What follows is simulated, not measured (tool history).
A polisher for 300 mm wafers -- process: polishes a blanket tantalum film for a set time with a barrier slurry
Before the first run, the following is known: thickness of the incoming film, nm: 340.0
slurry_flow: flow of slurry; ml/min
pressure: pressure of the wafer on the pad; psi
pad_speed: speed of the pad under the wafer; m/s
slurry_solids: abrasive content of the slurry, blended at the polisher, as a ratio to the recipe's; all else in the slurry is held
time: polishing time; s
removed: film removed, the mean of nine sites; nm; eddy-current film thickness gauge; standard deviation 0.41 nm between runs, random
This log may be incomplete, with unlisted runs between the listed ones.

| run | day | slurry_flow | pressure | pad_speed | slurry_solids | time | removed |
|---|---|---|---|---|---|---|---|
| 1 | 0.000 | 180 | 1.2 | 1.26 | 1.00 | 61 | 62.272 |
| 2 | 0.133 | 180 | 1.2 | 1.26 | 1.00 | 61 | 62.181 |
| 3 | 0.258 | 175 | 1.1 | 1.26 | 1.00 | 61 | 57.277 |
| 4 | 0.438 | 170 | 1.0 | 1.26 | 1.00 | 61 | 52.214 |
| 5 | 0.696 | 170 | 1.0 | 1.56 | 1.00 | 61 | 64.818 |
| 6 | 0.796 | 170 | 1.0 | 1.56 | 0.85 | 61 | 61.735 |
| 7 | 0.825 | 170 | 1.0 | 1.56 | 0.85 | 61 | 60.998 |
| 8 | 0.896 | 165 | 0.9 | 1.56 | 0.85 | 61 | 55.426 |
| 9 | 0.942 | 160 | 0.9 | 1.56 | 0.85 | 61 | 55.754 |
| 10 | 1.208 | 155 | 0.8 | 1.56 | 0.85 | 61 | 48.931 |
| 11 | 1.533 | 150 | 0.8 | 1.56 | 0.85 | 61 | 49.145 |
| 12 | 1.825 | 145 | 0.7 | 1.56 | 0.85 | 61 | 42.424 |

The next listed run, before its measurement:
| 13 | 2.200 | 145 | 0.7 | 1.56 | 0.85 | 61 | ? |

{"run 13": {"removed": 42.99}}

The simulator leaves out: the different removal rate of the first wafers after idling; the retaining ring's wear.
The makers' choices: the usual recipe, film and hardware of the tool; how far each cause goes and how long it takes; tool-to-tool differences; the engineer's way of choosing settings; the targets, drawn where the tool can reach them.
